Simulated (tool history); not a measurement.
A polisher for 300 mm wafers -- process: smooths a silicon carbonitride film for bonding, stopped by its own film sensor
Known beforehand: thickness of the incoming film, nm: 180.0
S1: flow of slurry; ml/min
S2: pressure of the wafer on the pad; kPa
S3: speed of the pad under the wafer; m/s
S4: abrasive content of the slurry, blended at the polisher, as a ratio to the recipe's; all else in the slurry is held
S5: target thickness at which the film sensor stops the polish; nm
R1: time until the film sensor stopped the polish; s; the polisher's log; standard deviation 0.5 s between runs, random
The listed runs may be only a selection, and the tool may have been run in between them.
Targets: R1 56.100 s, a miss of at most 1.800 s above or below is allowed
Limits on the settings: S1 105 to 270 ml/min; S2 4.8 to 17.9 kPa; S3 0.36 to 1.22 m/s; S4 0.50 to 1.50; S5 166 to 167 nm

{"run": 1, "day": 0.0, "S1": 175, "S2": 11.0, "S3": 0.78, "S4": 1.0, "S5": 166, "R1": 78.326}
{"run": 2, "day": 0.133, "S1": 195, "S2": 11.0, "S3": 0.78, "S4": 1.0, "S5": 166, "R1": 76.188}
{"run": 3, "day": 0.204, "S1": 195, "S2": 9.0, "S3": 0.78, "S4": 1.0, "S5": 166, "R1": 92.021}
{"run": 4, "day": 0.475, "S1": 195, "S2": 9.0, "S3": 0.78, "S4": 0.9, "S5": 166, "R1": 96.907}
{"run": 5, "day": 0.708, "S1": 205, "S2": 11.0, "S3": 0.78, "S4": 0.9, "S5": 166, "R1": 80.462}
{"run": 6, "day": 1.079, "S1": 170, "S2": 11.0, "S3": 0.78, "S4": 0.9, "S5": 166, "R1": 81.509}
{"run": 7, "day": 1.15, "S1": 170, "S2": 12.4, "S3": 0.78, "S4": 0.9, "S5": 166, "R1": 72.26}
{"run": 8, "day": 1.388, "S1": 170, "S2": 13.1, "S3": 0.78, "S4": 0.9, "S5": 166, "R1": 69.079}

Exercise: of the 5 proposed moves below, exactly one satisfies all targets within the stated allowed misses. Which move is it?
{"run": "A", "day": 1.625, "S1": 165, "S2": 15.9, "S3": 0.44, "S4": 1.15, "S5": 166, "R1": "?"}
{"run": "B", "day": 1.625, "S1": 190, "S2": 13.8, "S3": 0.86, "S4": 0.85, "S5": 166, "R1": "?"}
{"run": "C", "day": 1.625, "S1": 185, "S2": 13.1, "S3": 0.86, "S4": 1.0, "S5": 166, "R1": "?"}
{"run": "D", "day": 1.625, "S1": 185, "S2": 15.9, "S3": 0.78, "S4": 0.65, "S5": 167, "R1": "?"}
{"run": "E", "day": 1.625, "S1": 145, "S2": 13.8, "S3": 0.9, "S4": 0.95, "S5": 167, "R1": "?"}

move=A R1=74.063
move=B R1=61.837
move=C R1=59.925
move=D R1=63.355
move=E R1=54.939
A: moves away from the targets compared with the last run
B: nearer the targets than the last run, but a result is still out of spec
C: nearer the targets than the last run, but a result is still out of spec
D: nearer the targets than the last run, but a result is still out of spec
E: every result within its allowed miss
The right move is E.

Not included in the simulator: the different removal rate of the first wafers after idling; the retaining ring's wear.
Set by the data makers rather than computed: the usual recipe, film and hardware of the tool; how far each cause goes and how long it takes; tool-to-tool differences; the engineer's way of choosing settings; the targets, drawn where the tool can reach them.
